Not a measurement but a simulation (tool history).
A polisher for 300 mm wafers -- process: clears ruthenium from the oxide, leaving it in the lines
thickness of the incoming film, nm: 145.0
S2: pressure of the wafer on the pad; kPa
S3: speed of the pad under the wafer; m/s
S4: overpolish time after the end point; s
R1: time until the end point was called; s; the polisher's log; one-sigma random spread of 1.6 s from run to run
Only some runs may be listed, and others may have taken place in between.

{"run": 1, "day": 0.0, "flow of slurry (ml/min)": 125, "S2": 19.3, "S3": 1.14, "S4": 4, "R1": 77.447}
{"run": 2, "day": 0.233, "flow of slurry (ml/min)": 120, "S2": 17.2, "S3": 1.14, "S4": 4, "R1": 85.062}
{"run": 3, "day": 0.475, "flow of slurry (ml/min)": 120, "S2": 15.2, "S3": 1.12, "S4": 4, "R1": 100.66}
{"run": 4, "day": 0.725, "flow of slurry (ml/min)": 120, "S2": 15.2, "S3": 1.12, "S4": 3, "R1": 99.972}
{"run": 5, "day": 0.817, "flow of slurry (ml/min)": 120, "S2": 14.5, "S3": 1.12, "S4": 3, "R1": 103.28}
{"run": 6, "day": 1.167, "flow of slurry (ml/min)": 120, "S2": 13.8, "S3": 1.12, "S4": 3, "R1": 108.57}
{"run": 7, "day": 1.538, "flow of slurry (ml/min)": 105, "S2": 10.3, "S3": 1.1, "S4": 3, "R1": 152.42}
{"run": 8, "day": 1.721, "flow of slurry (ml/min)": 110, "S2": 10.3, "S3": 1.1, "S4": 3, "R1": 150.17}

What does the tool deliver on the next run?
{"run": 9, "day": 1.833, "flow of slurry (ml/min)": 135, "S2": 12.4, "S3": 1.1, "S4": 3, "R1": "?"}

R1: 117.27 s
